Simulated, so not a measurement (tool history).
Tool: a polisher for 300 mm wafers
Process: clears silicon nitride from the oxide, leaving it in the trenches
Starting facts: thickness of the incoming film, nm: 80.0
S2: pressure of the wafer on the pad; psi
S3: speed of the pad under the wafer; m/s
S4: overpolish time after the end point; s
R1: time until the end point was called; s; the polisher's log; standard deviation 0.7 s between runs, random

{"run": 1, "hour": 0.0, "flow of slurry (ml/min)": 220, "S2": 2.6, "S3": 0.86, "S4": 28, "R1": 109.43}
{"run": 2, "hour": 8.8, "flow of slurry (ml/min)": 220, "S2": 2.6, "S3": 0.78, "S4": 28, "R1": 120.6}
{"run": 3, "hour": 11.5, "flow of slurry (ml/min)": 225, "S2": 2.9, "S3": 0.78, "S4": 28, "R1": 109.78}
{"run": 4, "hour": 15.9, "flow of slurry (ml/min)": 225, "S2": 2.5, "S3": 0.78, "S4": 28, "R1": 125.0}
{"run": 5, "hour": 20.3, "flow of slurry (ml/min)": 225, "S2": 2.9, "S3": 0.78, "S4": 28, "R1": 108.26}
{"run": 6, "hour": 22.5, "flow of slurry (ml/min)": 225, "S2": 3.2, "S3": 0.78, "S4": 28, "R1": 98.649}

Forecast run 7:
{"run": 7, "hour": 28.8, "flow of slurry (ml/min)": 225, "S2": 3.4, "S3": 0.78, "S4": 28, "R1": "?"}

R1: 93.903 s

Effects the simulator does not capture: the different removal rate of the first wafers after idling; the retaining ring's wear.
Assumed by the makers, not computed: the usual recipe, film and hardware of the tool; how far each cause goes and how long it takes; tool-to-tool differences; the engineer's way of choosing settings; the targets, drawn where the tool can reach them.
